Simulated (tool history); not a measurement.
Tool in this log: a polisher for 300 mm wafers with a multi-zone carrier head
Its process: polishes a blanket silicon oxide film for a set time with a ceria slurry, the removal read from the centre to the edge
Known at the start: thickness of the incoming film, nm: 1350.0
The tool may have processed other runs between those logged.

run	day	flow of slurry (ml/min)	pressure of the head's centre zone	pressure of the head's middle zone	pressure of the head's edge zone	polishing time (s)	film removed at the wafer's centre (Å)	film removed at mid-radius (Å)	film removed at the wafer's edge (Å)
1	0	230	1	1	1	88	4085.2	3976.5	3952.9
2	0.267	230	1	1	0.96	80	3629.4	3614.5	3512.2
3	0.433	230	1	1	1.01	80	3699.8	3608.6	3654.5
4	0.633	225	1.01	0.99	0.96	75	3458.2	3381.9	3323.3
5	0.692	225	1.01	0.96	0.96	75	3461.3	3278.4	3322.5
6	0.725	220	1.02	0.96	0.92	72	3370.7	3145.3	3100.3
7	0.896	210	1.02	0.96	0.89	70	3283.8	3032.8	2987.5
8	1.171	215	1.02	0.97	0.87	68	3195.5	2980	2848.5
9	1.254	210	1.01	0.98	0.85	67	3093	2920.7	2786.2
10	1.533	205	1.01	0.99	0.84	66	3072.7	2934.5	2727.7

Predict the results of run 11:
11	1.625	200	1.01	0.99	0.83	65	?	?	?

film removed at the wafer's centre (Å): 2943
film removed at mid-radius (Å): 2863.2
film removed at the wafer's edge (Å): 2653
